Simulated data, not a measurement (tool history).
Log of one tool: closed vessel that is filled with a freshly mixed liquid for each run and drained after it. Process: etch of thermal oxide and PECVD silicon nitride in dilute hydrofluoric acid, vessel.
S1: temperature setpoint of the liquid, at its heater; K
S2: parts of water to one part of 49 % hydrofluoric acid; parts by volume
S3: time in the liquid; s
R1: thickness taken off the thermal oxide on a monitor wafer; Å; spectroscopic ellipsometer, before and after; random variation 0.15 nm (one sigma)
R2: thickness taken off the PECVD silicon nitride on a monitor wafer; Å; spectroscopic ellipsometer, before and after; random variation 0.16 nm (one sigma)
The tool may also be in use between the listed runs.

| run | hour | S1 | S2 | S3 | R1 | R2 |
|---|---|---|---|---|---|---|
| 1 | 0 | 296.15 | 50 | 460 | 457.68 | 469.07 |
| 2 | 7.4 | 296.15 | 65 | 460 | 344.11 | 363.03 |
| 3 | 13.3 | 293.65 | 65 | 460 | 311.1 | 304.09 |
| 4 | 15.8 | 296.65 | 65 | 460 | 352.04 | 377.63 |
| 5 | 21.5 | 295.15 | 65 | 455 | 326.92 | 337.61 |
| 6 | 24.1 | 295.15 | 80 | 455 | 261.41 | 273.07 |
| 7 | 28.3 | 294.15 | 70 | 445 | 282.66 | 287.52 |
| 8 | 29.2 | 293.15 | 65 | 440 | 291.69 | 282.08 |
| 9 | 35.7 | 291.65 | 55 | 420 | 310.76 | 285.19 |
| 10 | 44.4 | 291.15 | 50 | 415 | 334.04 | 299.89 |
| 11 | 51.1 | 291.15 | 55 | 420 | 302.26 | 275.74 |
| 12 | 53 | 291.15 | 50 | 415 | 334.36 | 296.03 |
| 13 | 54.5 | 291.15 | 55 | 420 | 304.28 | 277.96 |
| 14 | 63.1 | 291.15 | 55 | 415 | 300.44 | 270.66 |
| 15 | 66.9 | 291.65 | 50 | 410 | 336.3 | 308.05 |

Forecast run 16:
| 16 | 70.5 | 291.15 | 50 | 410 | ? | ? |

R1: 329.7 Å
R2: 295.25 Å

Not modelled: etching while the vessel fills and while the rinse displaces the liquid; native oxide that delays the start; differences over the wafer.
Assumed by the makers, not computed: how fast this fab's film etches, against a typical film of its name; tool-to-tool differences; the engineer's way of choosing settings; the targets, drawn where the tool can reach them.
